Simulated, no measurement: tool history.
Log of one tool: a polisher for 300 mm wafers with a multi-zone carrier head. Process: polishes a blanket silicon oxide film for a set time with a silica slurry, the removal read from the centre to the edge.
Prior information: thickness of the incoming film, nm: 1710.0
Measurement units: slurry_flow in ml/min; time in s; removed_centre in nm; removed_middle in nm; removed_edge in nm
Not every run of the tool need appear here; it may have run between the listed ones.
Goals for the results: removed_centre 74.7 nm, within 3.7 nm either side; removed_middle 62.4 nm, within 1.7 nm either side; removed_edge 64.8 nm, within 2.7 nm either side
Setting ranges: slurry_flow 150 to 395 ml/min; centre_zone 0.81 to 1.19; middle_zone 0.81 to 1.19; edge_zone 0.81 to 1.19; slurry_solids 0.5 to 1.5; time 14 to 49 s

run 1 day=0 | slurry_flow=250 centre_zone=1 middle_zone=1 edge_zone=1 slurry_solids=1 time=31 | removed_centre=102.53 removed_middle=102.3 removed_edge=103.92
run 2 day=0.158 | slurry_flow=250 centre_zone=1.02 middle_zone=0.97 edge_zone=0.97 slurry_solids=0.9 time=30 | removed_centre=99.591 removed_middle=94.645 removed_edge=94.646
run 3 day=0.471 | slurry_flow=245 centre_zone=1.02 middle_zone=0.94 edge_zone=0.96 slurry_solids=0.8 time=29 | removed_centre=90.819 removed_middle=84.071 removed_edge=87.632
run 4 day=0.704 | slurry_flow=245 centre_zone=1.03 middle_zone=0.92 edge_zone=0.93 slurry_solids=0.75 time=28 | removed_centre=87.093 removed_middle=77.601 removed_edge=81.509
run 5 day=1.058 | slurry_flow=245 centre_zone=1.03 middle_zone=0.87 edge_zone=0.93 slurry_solids=0.75 time=28 | removed_centre=86.646 removed_middle=75.231 removed_edge=81.287
run 6 day=1.358 | slurry_flow=245 centre_zone=1.03 middle_zone=0.87 edge_zone=0.93 slurry_solids=0.95 time=28 | removed_centre=97.608 removed_middle=83.122 removed_edge=92.775
run 7 day=1.454 | slurry_flow=245 centre_zone=1.04 middle_zone=0.87 edge_zone=0.91 slurry_solids=0.85 time=28 | removed_centre=91.789 removed_middle=79.472 removed_edge=84.217
run 8 day=1.75 | slurry_flow=245 centre_zone=1.04 middle_zone=0.87 edge_zone=0.91 slurry_solids=0.85 time=28 | removed_centre=91.152 removed_middle=79.644 removed_edge=84.846
run 9 day=1.967 | slurry_flow=240 centre_zone=1.05 middle_zone=0.86 edge_zone=0.89 slurry_solids=0.75 time=28 | removed_centre=87.135 removed_middle=74.372 removed_edge=80.15
run 10 day=2.188 | slurry_flow=245 centre_zone=1.06 middle_zone=0.86 edge_zone=0.88 slurry_solids=0.7 time=28 | removed_centre=86.319 removed_middle=72.6 removed_edge=77.353
run 11 day=2.338 | slurry_flow=245 centre_zone=1.06 middle_zone=0.86 edge_zone=0.87 slurry_solids=0.65 time=28 | removed_centre=83.99 removed_middle=70.413 removed_edge=75.246
run 12 day=2.658 | slurry_flow=245 centre_zone=1.06 middle_zone=0.86 edge_zone=0.86 slurry_solids=0.6 time=28 | removed_centre=79.673 removed_middle=67.847 removed_edge=71.387
run 13 day=2.712 | slurry_flow=245 centre_zone=1.06 middle_zone=0.86 edge_zone=0.85 slurry_solids=0.6 time=28 | removed_centre=80.511 removed_middle=66.935 removed_edge=71.199
run 14 day=3.033 | slurry_flow=225 centre_zone=1.06 middle_zone=0.87 edge_zone=0.81 slurry_solids=0.5 time=27 | removed_centre=70.795 removed_middle=58.769 removed_edge=60.585
run 15 day=3.404 | slurry_flow=235 centre_zone=1.06 middle_zone=0.87 edge_zone=0.82 slurry_solids=0.5 time=27 | removed_centre=70.248 removed_middle=59.179 removed_edge=62.328
run 16 day=3.654 | slurry_flow=245 centre_zone=1.07 middle_zone=0.87 edge_zone=0.82 slurry_solids=0.5 time=27 | removed_centre=72.683 removed_middle=59.797 removed_edge=61.809
run 17 day=3.958 | slurry_flow=265 centre_zone=1.06 middle_zone=0.89 edge_zone=0.88 slurry_solids=0.55 time=27 | removed_centre=73.617 removed_middle=63.693 removed_edge=65.303

Of the 4 settings listed for the next run, only one would bring every result within its allowed miss of target. Which one?
run A day=4.262 | slurry_flow=310 centre_zone=1.07 middle_zone=0.87 edge_zone=0.86 slurry_solids=0.55 time=26 | removed_centre=? removed_middle=? removed_edge=?
run B day=4.262 | slurry_flow=315 centre_zone=1.07 middle_zone=0.95 edge_zone=0.93 slurry_solids=0.65 time=24 | removed_centre=? removed_middle=? removed_edge=?
run C day=4.262 | slurry_flow=310 centre_zone=1.07 middle_zone=1.02 edge_zone=0.82 slurry_solids=0.5 time=26 | removed_centre=? removed_middle=? removed_edge=?
run D day=4.262 | slurry_flow=270 centre_zone=1.09 middle_zone=0.86 edge_zone=0.98 slurry_solids=0.75 time=22 | removed_centre=? removed_middle=? removed_edge=?

move=A removed_centre=74.483 removed_middle=62.635 removed_edge=65.113
move=B removed_centre=74.727 removed_middle=66.13 removed_edge=67.008
move=C removed_centre=71.078 removed_middle=65.668 removed_edge=61.017
move=D removed_centre=73.23 removed_middle=60.122 removed_edge=66.142
A: meets every target
B: lands further from the targets than the last run did
C: lands further from the targets than the last run did
D: takes the result that was furthest off past its target
A meets every target.

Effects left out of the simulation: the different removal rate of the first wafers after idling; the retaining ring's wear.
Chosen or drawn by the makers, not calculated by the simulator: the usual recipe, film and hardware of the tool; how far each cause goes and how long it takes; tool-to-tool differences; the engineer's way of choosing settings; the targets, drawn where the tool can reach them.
